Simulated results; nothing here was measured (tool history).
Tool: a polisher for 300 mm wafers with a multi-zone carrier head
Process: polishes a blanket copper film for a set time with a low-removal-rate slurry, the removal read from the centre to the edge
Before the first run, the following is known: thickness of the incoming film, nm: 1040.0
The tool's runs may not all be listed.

run	hour	flow of slurry (ml/min)	pressure of the head's centre zone	pressure of the head's middle zone	pressure of the head's edge zone	abrasive content of the slurry	polishing time (s)	film removed at the wafer's centre (nm)	film removed at mid-radius (nm)	film removed at the wafer's edge (nm)
1	0.0	140	1.00	1.00	1.00	1.0	74	209.09	211.46	214.92
2	7.8	140	1.00	1.00	1.00	1.2	74	218.87	221.26	222.99
3	13.6	140	1.00	0.93	1.00	1.2	74	220.24	209.67	225.27
4	21.5	140	1.00	0.93	1.00	1.0	74	211.95	202.42	213.56
5	30.3	140	1.00	0.98	1.00	1.0	74	210.89	206.22	210.96
6	33.6	135	1.00	0.98	0.98	1.0	74	207.51	207.23	209.57
7	42.5	130	1.00	0.97	0.96	1.0	74	203.83	204.55	206.35
8	51.0	125	1.01	0.96	0.94	1.0	74	207.56	200.27	203.84
9	51.9	120	1.01	0.96	0.92	1.0	74	202.06	200.53	201.91
10	59.6	115	1.01	0.96	0.91	1.0	74	198.60	193.89	199.80

Expected results for the next run?
11	65.5	115	1.01	0.97	0.90	1.0	74	?	?	?

Run 11 measured film removed at the wafer's centre (nm) 200.89, film removed at mid-radius (nm) 199.03, film removed at the wafer's edge (nm) 196.41.
